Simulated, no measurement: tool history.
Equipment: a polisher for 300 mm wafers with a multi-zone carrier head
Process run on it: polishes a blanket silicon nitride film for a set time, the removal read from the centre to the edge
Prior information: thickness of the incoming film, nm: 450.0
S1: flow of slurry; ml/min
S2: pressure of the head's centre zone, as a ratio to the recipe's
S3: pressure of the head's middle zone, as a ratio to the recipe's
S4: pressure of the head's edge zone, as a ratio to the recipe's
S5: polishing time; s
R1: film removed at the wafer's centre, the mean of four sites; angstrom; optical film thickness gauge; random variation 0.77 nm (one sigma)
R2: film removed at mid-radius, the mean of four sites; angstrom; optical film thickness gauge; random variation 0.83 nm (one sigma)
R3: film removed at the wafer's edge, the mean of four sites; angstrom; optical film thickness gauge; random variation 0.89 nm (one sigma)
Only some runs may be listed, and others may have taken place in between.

run	hour	S1	S2	S3	S4	S5	R1	R2	R3
1	0	120	1	1	1	61	799.45	809.14	783.57
2	6.1	115	1	0.98	0.99	60	780.26	758.37	768.92
3	7.9	110	1	0.97	0.98	60	766.94	764.01	757
4	14.4	125	1	0.97	0.98	60	778.87	788.99	767.38
5	21	120	1	0.96	0.97	59	775.04	757.93	758.87
6	23.1	120	1	0.96	0.91	59	771.61	777.68	733.31
7	30.4	115	1	0.95	0.91	59	747.14	762.92	726.6
8	36.5	110	1	0.94	0.91	59	750.29	739.41	729.36
9	42.7	105	1	0.93	0.91	59	764.34	702.35	731.32
10	44.9	100	0.99	0.93	0.91	59	739.74	714.88	715.6

Expected results for the next run?
11	52.8	100	0.99	0.92	0.91	59	?	?	?

R1: 732.18 angstrom
R2: 706.5 angstrom
R3: 713.96 angstrom
